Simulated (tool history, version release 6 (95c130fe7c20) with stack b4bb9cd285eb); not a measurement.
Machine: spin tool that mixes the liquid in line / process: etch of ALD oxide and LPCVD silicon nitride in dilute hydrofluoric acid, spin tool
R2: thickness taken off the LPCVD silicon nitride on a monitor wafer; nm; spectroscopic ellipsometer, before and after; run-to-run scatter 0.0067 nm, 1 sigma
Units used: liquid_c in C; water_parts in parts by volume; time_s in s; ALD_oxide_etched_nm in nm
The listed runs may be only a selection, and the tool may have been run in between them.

run 1 hour=0.0 | liquid_c=26.0 water_parts=215 time_s=180 | ALD_oxide_etched_nm=8.48670 R2=0.575270
run 2 hour=3.9 | liquid_c=26.0 water_parts=215 time_s=210 | ALD_oxide_etched_nm=10.00100 R2=0.628700
run 3 hour=7.1 | liquid_c=26.0 water_parts=160 time_s=210 | ALD_oxide_etched_nm=14.09900 R2=0.842920
run 4 hour=9.0 | liquid_c=26.0 water_parts=160 time_s=175 | ALD_oxide_etched_nm=11.73600 R2=0.713620
run 5 hour=17.4 | liquid_c=24.0 water_parts=240 time_s=140 | ALD_oxide_etched_nm=5.41940 R2=0.353370
run 6 hour=18.3 | liquid_c=25.5 water_parts=240 time_s=140 | ALD_oxide_etched_nm=5.68660 R2=0.329940
run 7 hour=27.3 | liquid_c=23.0 water_parts=290 time_s=125 | ALD_oxide_etched_nm=3.66660 R2=0.245400
run 8 hour=33.2 | liquid_c=21.5 water_parts=325 time_s=110 | ALD_oxide_etched_nm=2.64590 R2=0.176180
run 9 hour=35.9 | liquid_c=20.5 water_parts=350 time_s=95 | ALD_oxide_etched_nm=2.00020 R2=0.121500
run 10 hour=38.5 | liquid_c=24.5 water_parts=390 time_s=35 | ALD_oxide_etched_nm=0.74036 R2=0.051512
run 11 hour=43.1 | liquid_c=23.5 water_parts=370 time_s=35 | ALD_oxide_etched_nm=0.76329 R2=0.051800
run 12 hour=46.7 | liquid_c=24.0 water_parts=335 time_s=35 | ALD_oxide_etched_nm=0.88590 R2=0.056525
run 13 hour=50.1 | liquid_c=25.5 water_parts=300 time_s=40 | ALD_oxide_etched_nm=1.21050 R2=0.082219

Expected results for the next run?
-- hour=52.9 hydrofluoric acid flow meter replaced
run 14 hour=52.9 | liquid_c=25.5 water_parts=295 time_s=40 | ALD_oxide_etched_nm=? R2=?

Run 14 gave ALD_oxide_etched_nm 1.14700 nm, R2 0.086604 nm.

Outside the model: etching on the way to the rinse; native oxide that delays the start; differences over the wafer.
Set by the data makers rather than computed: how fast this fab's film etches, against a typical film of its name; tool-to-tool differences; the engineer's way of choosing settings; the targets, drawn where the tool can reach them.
